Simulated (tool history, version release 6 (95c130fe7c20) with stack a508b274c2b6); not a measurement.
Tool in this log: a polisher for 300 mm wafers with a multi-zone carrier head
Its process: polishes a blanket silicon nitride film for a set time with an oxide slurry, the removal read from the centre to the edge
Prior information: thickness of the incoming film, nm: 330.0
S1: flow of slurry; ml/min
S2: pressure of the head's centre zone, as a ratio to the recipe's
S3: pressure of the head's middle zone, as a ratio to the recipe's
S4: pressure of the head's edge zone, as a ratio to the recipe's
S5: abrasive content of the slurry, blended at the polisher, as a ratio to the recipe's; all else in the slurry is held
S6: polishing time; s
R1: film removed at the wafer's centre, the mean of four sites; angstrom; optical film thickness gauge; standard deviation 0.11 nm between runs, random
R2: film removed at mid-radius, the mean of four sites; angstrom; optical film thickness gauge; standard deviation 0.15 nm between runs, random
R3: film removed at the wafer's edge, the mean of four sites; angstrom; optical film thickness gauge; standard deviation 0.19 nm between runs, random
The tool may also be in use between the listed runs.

run 1 hour=0.0 | S1=135 S2=1.00 S3=1.00 S4=1.00 S5=1.00 S6=33 | R1=194.23 R2=194.90 R3=195.17
run 2 hour=3.8 | S1=125 S2=0.97 S3=0.96 S4=0.99 S5=0.90 S6=33 | R1=175.92 R2=176.09 R3=181.06
run 3 hour=11.5 | S1=125 S2=0.93 S3=0.96 S4=0.99 S5=0.90 S6=33 | R1=167.99 R2=179.74 R3=184.86
run 4 hour=15.1 | S1=125 S2=0.93 S3=0.96 S4=0.99 S5=0.70 S6=33 | R1=149.71 R2=155.85 R3=163.36
run 5 hour=20.3 | S1=120 S2=0.92 S3=0.93 S4=0.99 S5=0.70 S6=33 | R1=145.78 R2=148.49 R3=163.10
run 6 hour=26.0 | S1=120 S2=0.92 S3=0.93 S4=0.99 S5=0.90 S6=33 | R1=165.64 R2=168.97 R3=178.88
run 7 hour=28.8 | S1=115 S2=0.90 S3=0.90 S4=0.98 S5=0.85 S6=33 | R1=153.07 R2=157.99 R3=171.13
run 8 hour=30.7 | S1=110 S2=0.89 S3=0.88 S4=0.97 S5=0.80 S6=33 | R1=148.80 R2=152.56 R3=165.03
run 9 hour=34.5 | S1=105 S2=0.89 S3=0.86 S4=0.98 S5=0.75 S6=33 | R1=139.23 R2=142.22 R3=160.86
run 10 hour=35.9 | S1=100 S2=0.89 S3=0.85 S4=0.97 S5=0.75 S6=33 | R1=138.78 R2=137.68 R3=159.08

Run 11 has not been measured yet. What should we expect?
run 11 hour=44.5 | S1=85 S2=0.87 S3=0.83 S4=0.92 S5=0.70 S6=33 | R1=? R2=? R3=?

{"run 11": {"R1": 121.33, "R2": 122.4, "R3": 144.24}}
